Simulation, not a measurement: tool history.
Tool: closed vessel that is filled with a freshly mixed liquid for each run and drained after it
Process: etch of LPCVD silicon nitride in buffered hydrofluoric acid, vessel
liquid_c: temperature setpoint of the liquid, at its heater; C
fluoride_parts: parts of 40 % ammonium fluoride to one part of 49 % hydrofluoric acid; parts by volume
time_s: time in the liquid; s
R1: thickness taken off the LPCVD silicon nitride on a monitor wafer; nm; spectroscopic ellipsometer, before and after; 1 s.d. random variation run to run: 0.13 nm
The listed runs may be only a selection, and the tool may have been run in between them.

{"run": 1, "hour": 0.0, "liquid_c": 21.0, "fluoride_parts": 15.5, "time_s": 3025, "R1": 23.288}
{"run": 2, "hour": 9.6, "liquid_c": 18.0, "fluoride_parts": 15.5, "time_s": 3025, "R1": 19.634}
{"run": 3, "hour": 17.6, "liquid_c": 18.0, "fluoride_parts": 17.0, "time_s": 3025, "R1": 17.991}
{"run": 4, "hour": 22.3, "liquid_c": 18.0, "fluoride_parts": 13.0, "time_s": 3025, "R1": 23.275}
{"run": 5, "hour": 25.4, "liquid_c": 17.0, "fluoride_parts": 13.0, "time_s": 3025, "R1": 22.154}
{"run": 6, "hour": 33.1, "liquid_c": 17.0, "fluoride_parts": 17.0, "time_s": 3025, "R1": 16.91}
{"run": 7, "hour": 35.9, "liquid_c": 19.0, "fluoride_parts": 17.0, "time_s": 3025, "R1": 18.99}

For run 8, what comes out?
{"run": 8, "hour": 45.7, "liquid_c": 20.5, "fluoride_parts": 17.0, "time_s": 3025, "R1": "?"}

R1: 20.472 nm

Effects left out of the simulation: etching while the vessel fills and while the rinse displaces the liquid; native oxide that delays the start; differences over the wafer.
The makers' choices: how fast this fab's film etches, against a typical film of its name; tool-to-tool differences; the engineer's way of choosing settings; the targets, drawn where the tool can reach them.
